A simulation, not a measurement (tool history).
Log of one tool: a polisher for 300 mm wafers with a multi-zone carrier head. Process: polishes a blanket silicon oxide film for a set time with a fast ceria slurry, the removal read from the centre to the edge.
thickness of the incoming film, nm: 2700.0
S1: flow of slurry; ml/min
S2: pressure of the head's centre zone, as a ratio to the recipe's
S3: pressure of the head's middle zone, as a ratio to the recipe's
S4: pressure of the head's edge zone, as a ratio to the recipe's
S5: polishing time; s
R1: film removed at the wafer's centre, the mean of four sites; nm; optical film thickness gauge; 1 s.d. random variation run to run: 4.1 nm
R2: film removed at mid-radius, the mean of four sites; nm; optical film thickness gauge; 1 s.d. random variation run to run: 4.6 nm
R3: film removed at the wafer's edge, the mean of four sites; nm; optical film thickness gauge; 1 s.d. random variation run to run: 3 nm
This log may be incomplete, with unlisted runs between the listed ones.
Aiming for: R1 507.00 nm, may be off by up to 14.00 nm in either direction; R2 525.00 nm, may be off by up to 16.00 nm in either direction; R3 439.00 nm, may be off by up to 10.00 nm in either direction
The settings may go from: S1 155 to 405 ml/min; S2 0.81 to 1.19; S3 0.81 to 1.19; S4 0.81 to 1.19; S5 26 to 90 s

{"run": 1, "day": 0.0, "S1": 260, "S2": 1.0, "S3": 1.0, "S4": 1.0, "S5": 58, "R1": 453.07, "R2": 441.71, "R3": 447.52}
{"run": 2, "day": 0.204, "S1": 260, "S2": 1.0, "S3": 1.0, "S4": 0.95, "S5": 58, "R1": 448.81, "R2": 446.25, "R3": 435.35}
{"run": 3, "day": 0.425, "S1": 260, "S2": 1.0, "S3": 1.0, "S4": 0.95, "S5": 48, "R1": 375.37, "R2": 368.82, "R3": 358.08}
{"run": 4, "day": 0.688, "S1": 260, "S2": 1.07, "S3": 1.0, "S4": 0.95, "S5": 48, "R1": 396.6, "R2": 363.63, "R3": 358.26}
{"run": 5, "day": 0.925, "S1": 215, "S2": 1.07, "S3": 1.0, "S4": 0.95, "S5": 48, "R1": 385.96, "R2": 364.27, "R3": 353.32}
{"run": 6, "day": 1.146, "S1": 215, "S2": 1.09, "S3": 1.06, "S4": 0.95, "S5": 52, "R1": 426.63, "R2": 407.41, "R3": 381.83}
{"run": 7, "day": 1.433, "S1": 225, "S2": 1.09, "S3": 1.1, "S4": 0.94, "S5": 55, "R1": 453.72, "R2": 445.94, "R3": 407.41}
{"run": 8, "day": 1.767, "S1": 225, "S2": 1.09, "S3": 1.1, "S4": 0.94, "S5": 55, "R1": 454.75, "R2": 447.55, "R3": 405.42}
{"run": 9, "day": 1.912, "S1": 245, "S2": 1.09, "S3": 1.13, "S4": 0.93, "S5": 56, "R1": 469.5, "R2": 468.45, "R3": 412.17}
{"run": 10, "day": 2.217, "S1": 265, "S2": 1.09, "S3": 1.15, "S4": 0.93, "S5": 57, "R1": 478.69, "R2": 486.68, "R3": 424.94}
{"run": 11, "day": 2.538, "S1": 275, "S2": 1.09, "S3": 1.16, "S4": 0.92, "S5": 58, "R1": 491.82, "R2": 506.47, "R3": 429.83}

5 candidate next runs follow, results not yet known. Just one meets every target within its allowed miss. Identify it.
{"run": "A", "day": 2.858, "S1": 190, "S2": 1.11, "S3": 1.19, "S4": 0.9, "S5": 62, "R1": "?", "R2": "?", "R3": "?"}
{"run": "B", "day": 2.858, "S1": 215, "S2": 1.07, "S3": 1.18, "S4": 1.0, "S5": 59, "R1": "?", "R2": "?", "R3": "?"}
{"run": "C", "day": 2.858, "S1": 295, "S2": 1.01, "S3": 1.19, "S4": 0.87, "S5": 59, "R1": "?", "R2": "?", "R3": "?"}
{"run": "D", "day": 2.858, "S1": 265, "S2": 1.1, "S3": 1.13, "S4": 0.99, "S5": 57, "R1": "?", "R2": "?", "R3": "?"}
{"run": "E", "day": 2.858, "S1": 240, "S2": 1.11, "S3": 1.11, "S4": 0.98, "S5": 59, "R1": "?", "R2": "?", "R3": "?"}

move=A R1=515.05 R2=523.16 R3=443.54
move=B R1=482.47 R2=503.26 R3=449.23
move=C R1=475.31 R2=526.17 R3=433.10
move=D R1=492.58 R2=480.94 R3=440.61
move=E R1=507.77 R2=484.81 R3=450.08
A: meets every target
B: misses by more than the last run did
C: corrects the largest miss of the last run, while another result sits out of spec
D: misses by more than the last run did
E: misses by more than the last run did
A is the move that brings every result within its allowed miss.

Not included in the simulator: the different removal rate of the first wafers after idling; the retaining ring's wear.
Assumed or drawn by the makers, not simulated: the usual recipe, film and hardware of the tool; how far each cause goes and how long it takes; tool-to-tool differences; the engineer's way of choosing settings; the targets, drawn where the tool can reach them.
